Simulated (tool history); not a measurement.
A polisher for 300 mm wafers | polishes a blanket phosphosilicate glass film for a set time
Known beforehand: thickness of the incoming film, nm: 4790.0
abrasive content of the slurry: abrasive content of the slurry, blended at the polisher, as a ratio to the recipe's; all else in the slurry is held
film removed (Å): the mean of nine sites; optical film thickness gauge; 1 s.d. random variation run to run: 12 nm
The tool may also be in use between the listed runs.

| run | hour | flow of slurry (ml/min) | pressure of the wafer on the pad (psi) | speed of the pad under the wafer (m/s) | abrasive content of the slurry | polishing time (s) | film removed (Å) |
|---|---|---|---|---|---|---|---|
| 1 | 0.0 | 245 | 4.1 | 0.82 | 1.0 | 118 | 11587.0 |
| 2 | 5.1 | 245 | 4.1 | 0.92 | 1.0 | 118 | 12598.0 |
| 3 | 7.8 | 245 | 4.1 | 0.82 | 1.0 | 118 | 11749.0 |
| 4 | 16.5 | 210 | 4.1 | 0.82 | 1.0 | 118 | 11344.0 |
| 5 | 23.0 | 210 | 3.7 | 0.80 | 1.0 | 118 | 9964.4 |
| 6 | 24.1 | 210 | 3.4 | 0.80 | 1.0 | 118 | 9127.6 |
| 7 | 27.9 | 210 | 3.2 | 0.80 | 1.0 | 118 | 8982.1 |

For run 8, what comes out?
| 8 | 33.6 | 210 | 3.0 | 0.80 | 1.0 | 118 | ? |

Run 8 gave film removed (Å) 8256.0.
